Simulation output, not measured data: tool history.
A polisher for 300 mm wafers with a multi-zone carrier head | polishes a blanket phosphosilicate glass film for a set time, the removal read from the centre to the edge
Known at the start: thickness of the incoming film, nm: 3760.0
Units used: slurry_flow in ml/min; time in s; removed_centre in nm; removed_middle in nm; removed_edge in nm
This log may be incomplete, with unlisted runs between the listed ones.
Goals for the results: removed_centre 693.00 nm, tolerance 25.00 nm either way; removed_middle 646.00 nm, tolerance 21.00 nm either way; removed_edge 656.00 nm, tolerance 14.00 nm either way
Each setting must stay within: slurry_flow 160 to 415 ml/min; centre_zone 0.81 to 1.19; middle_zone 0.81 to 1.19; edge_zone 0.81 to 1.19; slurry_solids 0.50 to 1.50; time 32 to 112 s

run 1 hour=0.0 | slurry_flow=265 centre_zone=1.00 middle_zone=1.00 edge_zone=1.00 slurry_solids=1.00 time=72 | removed_centre=572.27 removed_middle=567.45 removed_edge=584.38
run 2 hour=8.3 | slurry_flow=280 centre_zone=1.03 middle_zone=1.02 edge_zone=1.03 slurry_solids=1.00 time=72 | removed_centre=575.97 removed_middle=579.67 removed_edge=589.96
run 3 hour=11.5 | slurry_flow=280 centre_zone=1.03 middle_zone=0.93 edge_zone=1.03 slurry_solids=1.00 time=72 | removed_centre=592.10 removed_middle=536.23 removed_edge=589.08
run 4 hour=12.5 | slurry_flow=280 centre_zone=1.03 middle_zone=0.93 edge_zone=1.08 slurry_solids=1.00 time=72 | removed_centre=590.70 removed_middle=540.59 removed_edge=598.41
run 5 hour=13.8 | slurry_flow=280 centre_zone=1.03 middle_zone=0.93 edge_zone=1.08 slurry_solids=0.90 time=72 | removed_centre=552.90 removed_middle=512.51 removed_edge=578.10
run 6 hour=21.6 | slurry_flow=335 centre_zone=1.03 middle_zone=0.93 edge_zone=1.08 slurry_solids=0.90 time=72 | removed_centre=561.52 removed_middle=517.52 removed_edge=578.38
run 7 hour=22.5 | slurry_flow=335 centre_zone=1.05 middle_zone=0.95 edge_zone=1.09 slurry_solids=0.95 time=72 | removed_centre=592.37 removed_middle=539.67 removed_edge=599.75
run 8 hour=31.4 | slurry_flow=335 centre_zone=1.08 middle_zone=0.98 edge_zone=1.10 slurry_solids=0.95 time=72 | removed_centre=602.26 removed_middle=549.39 removed_edge=601.36
run 9 hour=37.0 | slurry_flow=335 centre_zone=1.08 middle_zone=0.98 edge_zone=1.10 slurry_solids=0.95 time=72 | removed_centre=609.49 removed_middle=559.05 removed_edge=603.56
run 10 hour=38.4 | slurry_flow=335 centre_zone=1.10 middle_zone=1.00 edge_zone=1.11 slurry_solids=0.95 time=72 | removed_centre=616.57 removed_middle=565.69 removed_edge=607.11
run 11 hour=46.3 | slurry_flow=335 centre_zone=1.12 middle_zone=1.02 edge_zone=1.12 slurry_solids=0.95 time=72 | removed_centre=634.51 removed_middle=571.27 removed_edge=602.48
run 12 hour=54.9 | slurry_flow=340 centre_zone=1.13 middle_zone=1.03 edge_zone=1.13 slurry_solids=1.00 time=72 | removed_centre=650.46 removed_middle=588.23 removed_edge=629.81

Of the 4 settings listed for the next run, only one would bring every result within its allowed miss of target. Which one?
run A hour=63.5 | slurry_flow=285 centre_zone=1.07 middle_zone=1.03 edge_zone=1.19 slurry_solids=0.75 time=86 | removed_centre=? removed_middle=? removed_edge=?
run B hour=63.5 | slurry_flow=415 centre_zone=1.17 middle_zone=1.01 edge_zone=1.08 slurry_solids=1.00 time=79 | removed_centre=? removed_middle=? removed_edge=?
run C hour=63.5 | slurry_flow=315 centre_zone=1.12 middle_zone=1.07 edge_zone=1.09 slurry_solids=1.25 time=70 | removed_centre=? removed_middle=? removed_edge=?
run D hour=63.5 | slurry_flow=345 centre_zone=1.14 middle_zone=1.19 edge_zone=0.99 slurry_solids=0.75 time=87 | removed_centre=? removed_middle=? removed_edge=?

move=A removed_centre=642.69 removed_middle=590.61 removed_edge=650.90
move=B removed_centre=766.36 removed_middle=642.27 removed_edge=679.42
move=C removed_centre=705.55 removed_middle=642.23 removed_edge=655.77
move=D removed_centre=699.97 removed_middle=681.31 removed_edge=609.12
A: just as far off the targets as the last run
B: the furthest-off result lands on target, but another misses its tolerance
C: every result within its allowed miss
D: takes the result that was furthest off past its target
So the answer is move C, the one that meets all the targets.
